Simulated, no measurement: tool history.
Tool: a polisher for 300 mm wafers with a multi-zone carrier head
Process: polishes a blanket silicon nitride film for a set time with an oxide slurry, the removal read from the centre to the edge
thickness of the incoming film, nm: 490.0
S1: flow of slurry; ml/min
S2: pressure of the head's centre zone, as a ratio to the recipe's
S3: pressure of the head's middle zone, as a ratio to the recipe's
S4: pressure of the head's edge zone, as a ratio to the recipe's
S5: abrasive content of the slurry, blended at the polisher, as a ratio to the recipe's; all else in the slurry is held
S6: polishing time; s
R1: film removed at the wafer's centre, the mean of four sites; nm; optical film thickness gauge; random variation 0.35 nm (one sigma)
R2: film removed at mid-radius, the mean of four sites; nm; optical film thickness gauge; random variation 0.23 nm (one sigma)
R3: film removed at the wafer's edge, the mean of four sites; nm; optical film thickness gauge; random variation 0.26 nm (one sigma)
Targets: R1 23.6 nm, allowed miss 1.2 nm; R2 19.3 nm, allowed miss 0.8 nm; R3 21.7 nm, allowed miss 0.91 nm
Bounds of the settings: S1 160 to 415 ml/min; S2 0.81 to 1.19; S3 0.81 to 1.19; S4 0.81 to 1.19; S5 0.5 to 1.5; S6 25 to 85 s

run  hour   S1    S2    S3    S4    S5  S6      R1      R2      R3
  1     0  265     1     1     1     1  55  42.998  42.193  44.077
  2   7.1  260  1.02  0.96  0.97  0.85  48  34.954  32.937  35.248
  3    16  260  1.04  0.93  0.94  0.75  44  31.017  27.795  28.816
  4  21.7  255  1.04   0.9  0.94   0.7  42  28.411  24.273  26.645
  5  28.8  250  1.03  0.88  0.91  0.65  42  26.647  22.724  25.581
  6  37.7  275  1.03  0.88  0.91  0.65  42  26.255  23.084  25.597
  7  45.6  270  1.04  0.87  0.89   0.6  42  25.707   21.55  23.866
  8  53.9  270  1.04  0.86  0.87   0.6  42  25.887  21.379  23.329
  9  55.9  270  1.03  0.85  0.86   0.6  42  24.898  21.101  23.904

Which of these 4 next moves meets every target?
  A  57.9  335  1.12  1.05  0.81  0.85  32   ?   ?   ?
  B  57.9  320  1.04  1.09  0.81  0.65  35   ?   ?   ?
  C  57.9  245  1.08  0.87  0.93  0.65  36   ?   ?   ?
  D  57.9  175  1.03  0.92  0.81   0.6  45   ?   ?   ?

move      R1      R2      R3
   A  26.675  23.938  22.032
   B  22.795  22.632  20.298
   C  23.726   19.56  21.575
   D  25.753  23.189  23.692
A: brings the result that was furthest off to its target, and leaves another outside
B: takes the result that was furthest off past its target
C: meets every target
D: further off than the last run
The right move is C.

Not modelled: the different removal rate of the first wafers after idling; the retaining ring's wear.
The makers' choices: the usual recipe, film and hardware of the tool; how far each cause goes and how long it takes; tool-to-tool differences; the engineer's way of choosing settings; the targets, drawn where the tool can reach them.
